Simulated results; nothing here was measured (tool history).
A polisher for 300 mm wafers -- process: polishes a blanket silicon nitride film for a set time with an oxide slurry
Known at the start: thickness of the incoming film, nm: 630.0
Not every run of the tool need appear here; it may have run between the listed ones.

| run | hour | flow of slurry (ml/min) | pressure of the wafer on the pad (psi) | speed of the pad under the wafer (m/s) | abrasive content of the slurry | polishing time (s) | film removed (nm) |
|---|---|---|---|---|---|---|---|
| 1 | 0 | 205 | 4.6 | 0.94 | 1 | 54 | 49.417 |
| 2 | 7.5 | 205 | 4.1 | 0.94 | 1 | 54 | 46.204 |
| 3 | 9.4 | 205 | 4.1 | 0.94 | 1 | 54 | 44.698 |
| 4 | 11.7 | 205 | 4.1 | 0.94 | 1 | 54 | 44.665 |
| 5 | 20.3 | 205 | 4.1 | 0.94 | 1.2 | 54 | 48.69 |
| 6 | 27.6 | 205 | 3.6 | 0.92 | 1.2 | 54 | 42.439 |
| 7 | 30.9 | 205 | 3.2 | 0.92 | 1.2 | 54 | 38.702 |
| 8 | 39 | 205 | 2.9 | 0.92 | 1.2 | 54 | 34.81 |
| 9 | 41.7 | 205 | 2.8 | 0.92 | 1.2 | 54 | 34.211 |

For run 10, what comes out?
| 10 | 43.5 | 205 | 2.8 | 0.92 | 1.2 | 54 | ? |

Run 10 gave film removed (nm) 35.068.

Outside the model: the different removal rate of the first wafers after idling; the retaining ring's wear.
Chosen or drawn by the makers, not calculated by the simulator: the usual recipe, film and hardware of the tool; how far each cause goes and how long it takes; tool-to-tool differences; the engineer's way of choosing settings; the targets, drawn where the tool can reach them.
